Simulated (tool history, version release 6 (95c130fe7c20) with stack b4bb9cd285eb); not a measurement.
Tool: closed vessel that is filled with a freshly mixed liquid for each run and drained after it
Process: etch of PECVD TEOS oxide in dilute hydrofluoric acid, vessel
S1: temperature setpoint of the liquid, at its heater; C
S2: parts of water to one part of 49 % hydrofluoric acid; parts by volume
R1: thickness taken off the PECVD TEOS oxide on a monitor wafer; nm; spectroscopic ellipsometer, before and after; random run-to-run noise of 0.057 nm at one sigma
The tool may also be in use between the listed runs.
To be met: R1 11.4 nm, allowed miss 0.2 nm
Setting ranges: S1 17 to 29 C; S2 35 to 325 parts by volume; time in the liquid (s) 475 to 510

Run 1, hour 0: S1 21 C, S2 180 parts by volume, time in the liquid (s) 475. Result: R1 20.44 nm.
Run 2, hour 8: S1 20 C, S2 200 parts by volume, time in the liquid (s) 475. Result: R1 17.29 nm.
Run 3, hour 12.1: S1 20 C, S2 200 parts by volume, time in the liquid (s) 475. Result: R1 17.403 nm.
Run 4, hour 14.5: S1 19 C, S2 215 parts by volume, time in the liquid (s) 475. Result: R1 15.265 nm.
Run 5, hour 17.7: S1 19 C, S2 215 parts by volume, time in the liquid (s) 475. Result: R1 15.245 nm.
At hour 18.7: thermometer replaced.
Run 6, hour 18.7: S1 19 C, S2 255 parts by volume, time in the liquid (s) 475. Result: R1 13.007 nm.
Run 7, hour 23.4: S1 18.5 C, S2 255 parts by volume, time in the liquid (s) 475. Result: R1 12.779 nm.
Run 8, hour 27: S1 18 C, S2 260 parts by volume, time in the liquid (s) 475. Result: R1 12.33 nm.
Run 9, hour 28.2: S1 17.5 C, S2 265 parts by volume, time in the liquid (s) 475. Result: R1 11.775 nm.

5 next moves are on the table. One of them brings every result within its allowed miss. Which?
Run A, hour 29.4: S1 17 C, S2 260 parts by volume, time in the liquid (s) 475. Result: R1 ?.
Run B, hour 29.4: S1 17 C, S2 275 parts by volume, time in the liquid (s) 505. Result: R1 ?.
Run C, hour 29.4: S1 20.5 C, S2 290 parts by volume, time in the liquid (s) 485. Result: R1 ?.
Run D, hour 29.4: S1 17 C, S2 275 parts by volume, time in the liquid (s) 475. Result: R1 ?.
Run E, hour 29.4: S1 17 C, S2 280 parts by volume, time in the liquid (s) 500. Result: R1 ?.

move      R1
   A  11.857
   B  11.766
   C  12.054
   D  11.067
   E  11.393
A: its largest miss is bigger than the last run's
B: no nearer and no further than the last run
C: its largest miss is bigger than the last run's
D: takes the biggest miss from the last run beyond its target
E: meets every target
So the answer is move E, the one that meets all the targets.

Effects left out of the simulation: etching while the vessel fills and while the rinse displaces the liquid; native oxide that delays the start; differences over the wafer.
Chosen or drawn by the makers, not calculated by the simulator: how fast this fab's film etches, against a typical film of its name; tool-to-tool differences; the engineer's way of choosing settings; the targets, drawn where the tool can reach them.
